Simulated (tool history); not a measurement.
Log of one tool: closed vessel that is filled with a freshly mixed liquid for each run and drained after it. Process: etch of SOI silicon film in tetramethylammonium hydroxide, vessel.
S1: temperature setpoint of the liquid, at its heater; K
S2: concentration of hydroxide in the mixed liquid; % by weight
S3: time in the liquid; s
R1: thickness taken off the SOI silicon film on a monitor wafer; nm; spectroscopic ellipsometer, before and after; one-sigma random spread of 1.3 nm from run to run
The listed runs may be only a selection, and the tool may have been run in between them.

run,day,S1,S2,S3,R1
1,0.000,346.15,11.0,35,234.03
2,0.112,344.65,11.0,35,214.64
3,0.154,343.15,11.0,35,198.03
4,0.375,341.15,11.0,35,175.43
5,0.533,340.15,11.0,35,165.07
6,0.629,339.65,11.0,35,157.35
7,0.912,339.15,11.0,35,156.74
8,0.979,338.65,11.0,35,151.08
9,1.312,338.15,11.0,35,145.72

Run 10 has not been measured yet. What should we expect?
10,1.475,337.65,11.0,35,?

R1: 143.85 nm

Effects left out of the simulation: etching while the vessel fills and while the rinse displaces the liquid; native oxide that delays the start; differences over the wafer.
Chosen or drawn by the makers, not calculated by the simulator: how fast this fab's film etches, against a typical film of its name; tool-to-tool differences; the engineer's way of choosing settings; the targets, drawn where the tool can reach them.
